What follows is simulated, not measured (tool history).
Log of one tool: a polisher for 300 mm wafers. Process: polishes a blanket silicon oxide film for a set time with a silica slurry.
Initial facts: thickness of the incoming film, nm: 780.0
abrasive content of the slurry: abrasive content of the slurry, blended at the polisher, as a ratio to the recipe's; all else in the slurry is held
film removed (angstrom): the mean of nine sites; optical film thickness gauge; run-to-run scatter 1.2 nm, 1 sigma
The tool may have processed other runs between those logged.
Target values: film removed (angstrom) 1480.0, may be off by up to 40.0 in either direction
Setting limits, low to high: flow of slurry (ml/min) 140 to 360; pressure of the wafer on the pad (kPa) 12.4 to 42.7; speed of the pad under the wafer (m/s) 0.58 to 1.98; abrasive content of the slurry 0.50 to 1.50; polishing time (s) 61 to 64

run  hour  flow of slurry (ml/min)  pressure of the wafer on the pad (kPa)  speed of the pad under the wafer (m/s)  abrasive content of the slurry  polishing time (s)  film removed (angstrom)
  1   0.0                      230                                    27.6                                    1.28                            1.00                  61                   1950.7
  2   6.5                      230                                    27.6                                    1.28                            1.00                  64                   2045.1
  3  10.4                      230                                    27.6                                    1.44                            1.00                  64                   2242.8
  4  11.2                      230                                    26.2                                    1.44                            1.00                  64                   2117.3
  5  19.2                      230                                    24.8                                    1.44                            1.00                  64                   2011.1
  6  23.8                      230                                    23.4                                    1.44                            1.00                  64                   1935.5
  7  31.2                      230                                    22.1                                    1.44                            1.00                  64                   1812.0
  8  36.8                      230                                    21.4                                    1.44                            1.00                  64                   1723.9
  9  45.0                      230                                    20.7                                    1.44                            1.00                  64                   1680.8
 10  48.0                      230                                    20.0                                    1.44                            1.00                  64                   1620.0
 11  54.8                      220                                    18.6                                    1.44                            1.00                  64                   1525.2

Which one of the following 5 next-run settings gets every result inside its allowed miss? There is exactly one.
  A  61.6                      230                                    19.3                                    1.12                            1.40                  62                        ?
  B  61.6                      225                                    24.8                                    1.30                            0.90                  61                        ?
  C  61.6                      235                                    20.7                                    1.38                            0.95                  64                        ?
  D  61.6                      190                                    20.7                                    1.52                            0.95                  61                        ?
  E  61.6                      195                                    19.3                                    1.50                            1.05                  63                        ?

move  film removed (angstrom)
   A                   1466.9
   B                   1648.5
   C                   1580.1
   D                   1586.8
   E                   1611.2
A: every result lands within tolerance
B: further off than the last run
C: further off than the last run
D: further off than the last run
E: further off than the last run
Go with A: it meets all targets.
